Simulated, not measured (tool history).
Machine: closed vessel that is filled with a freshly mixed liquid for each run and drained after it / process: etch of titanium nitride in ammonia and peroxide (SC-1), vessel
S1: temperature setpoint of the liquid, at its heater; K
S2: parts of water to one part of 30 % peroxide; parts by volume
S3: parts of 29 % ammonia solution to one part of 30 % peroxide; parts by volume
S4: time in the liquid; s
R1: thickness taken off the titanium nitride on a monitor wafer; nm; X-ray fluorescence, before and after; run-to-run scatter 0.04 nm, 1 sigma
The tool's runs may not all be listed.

run	hour	S1	S2	S3	S4	R1
1	0.0	323.15	6.5	0.75	40	6.0641
2	4.5	325.65	6.5	0.75	40	7.1804
3	13.1	327.65	6.5	0.75	40	8.2887
4	20.9	328.65	6.5	0.75	40	8.8821
5	27.8	328.65	6.5	0.90	40	9.0736
6	34.2	335.65	6.5	0.90	40	14.3700
7	37.2	334.15	6.5	0.90	40	13.1310
8	44.9	333.15	6.5	0.90	40	12.2740

The next listed run, before its measurement:
9	49.1	332.15	6.5	0.90	40	?

R1: 11.4480 nm
